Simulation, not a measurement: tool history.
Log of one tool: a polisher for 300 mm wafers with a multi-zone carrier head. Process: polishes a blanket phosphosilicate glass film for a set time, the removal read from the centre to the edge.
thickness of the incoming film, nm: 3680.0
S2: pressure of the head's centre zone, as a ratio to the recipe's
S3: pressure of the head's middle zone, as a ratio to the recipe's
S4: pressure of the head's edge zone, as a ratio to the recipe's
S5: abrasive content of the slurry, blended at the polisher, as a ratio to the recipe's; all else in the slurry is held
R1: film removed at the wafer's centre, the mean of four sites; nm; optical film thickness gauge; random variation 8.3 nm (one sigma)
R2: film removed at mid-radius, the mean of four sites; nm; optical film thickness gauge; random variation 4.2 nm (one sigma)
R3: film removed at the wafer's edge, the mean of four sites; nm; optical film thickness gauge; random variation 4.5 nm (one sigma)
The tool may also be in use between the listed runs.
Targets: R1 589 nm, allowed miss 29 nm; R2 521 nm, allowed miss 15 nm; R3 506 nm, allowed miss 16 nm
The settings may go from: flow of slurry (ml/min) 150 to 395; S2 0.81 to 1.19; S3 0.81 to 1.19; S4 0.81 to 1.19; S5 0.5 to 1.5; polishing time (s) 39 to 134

Run 1, hour 0: flow of slurry (ml/min) 250, S2 1, S3 1, S4 1, S5 1, polishing time (s) 86. Result: R1 706.42 nm, R2 711.04 nm, R3 715.41 nm.
Run 2, hour 5.4: flow of slurry (ml/min) 250, S2 1, S3 1, S4 1.06, S5 1, polishing time (s) 86. Result: R1 707.6 nm, R2 711.32 nm, R3 736.18 nm.
Run 3, hour 14.4: flow of slurry (ml/min) 250, S2 1, S3 1, S4 1.06, S5 0.9, polishing time (s) 86. Result: R1 691.76 nm, R2 683.76 nm, R3 698.59 nm.
Run 4, hour 20.9: flow of slurry (ml/min) 245, S2 1.01, S3 0.98, S4 1.01, S5 0.8, polishing time (s) 85. Result: R1 645.38 nm, R2 622.4 nm, R3 644.86 nm.
Run 5, hour 21.7: flow of slurry (ml/min) 245, S2 1.01, S3 0.98, S4 1.01, S5 0.8, polishing time (s) 96. Result: R1 731.02 nm, R2 702.27 nm, R3 715 nm.
Run 6, hour 23.3: flow of slurry (ml/min) 245, S2 1.01, S3 0.98, S4 1.01, S5 0.6, polishing time (s) 96. Result: R1 611.33 nm, R2 586.86 nm, R3 614.98 nm.
Run 7, hour 29.6: flow of slurry (ml/min) 245, S2 1.04, S3 0.99, S4 0.97, S5 0.55, polishing time (s) 94. Result: R1 594.37 nm, R2 563.48 nm, R3 567.08 nm.
Run 8, hour 34.6: flow of slurry (ml/min) 240, S2 1.06, S3 0.98, S4 0.94, S5 0.55, polishing time (s) 94. Result: R1 593.05 nm, R2 557.76 nm, R3 546.02 nm.
Run 9, hour 39.7: flow of slurry (ml/min) 230, S2 1.07, S3 0.97, S4 0.92, S5 0.55, polishing time (s) 94. Result: R1 588.92 nm, R2 541.66 nm, R3 538.58 nm.
Run 10, hour 47.1: flow of slurry (ml/min) 220, S2 1.08, S3 0.97, S4 0.9, S5 0.55, polishing time (s) 94. Result: R1 615.13 nm, R2 548.33 nm, R3 530.3 nm.
Run 11, hour 52.7: flow of slurry (ml/min) 220, S2 1.07, S3 0.96, S4 0.89, S5 0.55, polishing time (s) 94. Result: R1 604.51 nm, R2 532.19 nm, R3 527.91 nm.
Run 12, hour 59.8: flow of slurry (ml/min) 220, S2 1.07, S3 0.96, S4 0.88, S5 0.55, polishing time (s) 94. Result: R1 607.67 nm, R2 539.77 nm, R3 525.21 nm.
Run 13, hour 67.2: flow of slurry (ml/min) 220, S2 1.07, S3 0.96, S4 0.87, S5 0.55, polishing time (s) 94. Result: R1 596.27 nm, R2 537.72 nm, R3 523.37 nm.

4 next moves are on the table. One of them brings every result within its allowed miss. Which?
Run A, hour 74.6: flow of slurry (ml/min) 270, S2 1.05, S3 0.99, S4 0.82, S5 0.65, polishing time (s) 84. Result: R1 ?, R2 ?, R3 ?.
Run B, hour 74.6: flow of slurry (ml/min) 270, S2 1.18, S3 1.09, S4 0.81, S5 0.6, polishing time (s) 86. Result: R1 ?, R2 ?, R3 ?.
Run C, hour 74.6: flow of slurry (ml/min) 220, S2 1.05, S3 0.9, S4 0.86, S5 0.55, polishing time (s) 101. Result: R1 ?, R2 ?, R3 ?.
Run D, hour 74.6: flow of slurry (ml/min) 190, S2 1.16, S3 1.03, S4 0.96, S5 0.7, polishing time (s) 77. Result: R1 ?, R2 ?, R3 ?.

move      R1      R2      R3
   A   609.8  557.76  507.19
   B  670.85  583.25  492.61
   C   644.5   554.1  553.67
   D  608.61  520.26  500.93
A: further off than the last run
B: further off than the last run
C: further off than the last run
D: meets every target
Answer: D
